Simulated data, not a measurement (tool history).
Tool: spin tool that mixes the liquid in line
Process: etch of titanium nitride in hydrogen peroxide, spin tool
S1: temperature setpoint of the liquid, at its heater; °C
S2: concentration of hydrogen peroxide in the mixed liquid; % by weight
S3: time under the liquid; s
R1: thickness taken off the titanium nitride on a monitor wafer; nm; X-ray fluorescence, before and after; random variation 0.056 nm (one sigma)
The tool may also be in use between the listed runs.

| run | hour | S1 | S2 | S3 | R1 |
|---|---|---|---|---|---|
| 1 | 0.0 | 50.0 | 18.5 | 175 | 12.497 |
| 2 | 4.1 | 48.5 | 18.5 | 175 | 11.106 |
| 3 | 8.6 | 54.5 | 18.5 | 175 | 17.107 |
| 4 | 14.1 | 54.5 | 21.5 | 175 | 17.695 |
| 5 | 22.3 | 54.5 | 23.0 | 175 | 17.968 |
| 6 | 26.6 | 51.0 | 23.0 | 175 | 14.151 |
| 7 | 28.7 | 49.0 | 23.0 | 175 | 12.163 |

Run 8, settings as shown, results not yet in. Your forecast:
| 8 | 37.1 | 47.5 | 23.0 | 175 | ? |

R1: 10.800 nm

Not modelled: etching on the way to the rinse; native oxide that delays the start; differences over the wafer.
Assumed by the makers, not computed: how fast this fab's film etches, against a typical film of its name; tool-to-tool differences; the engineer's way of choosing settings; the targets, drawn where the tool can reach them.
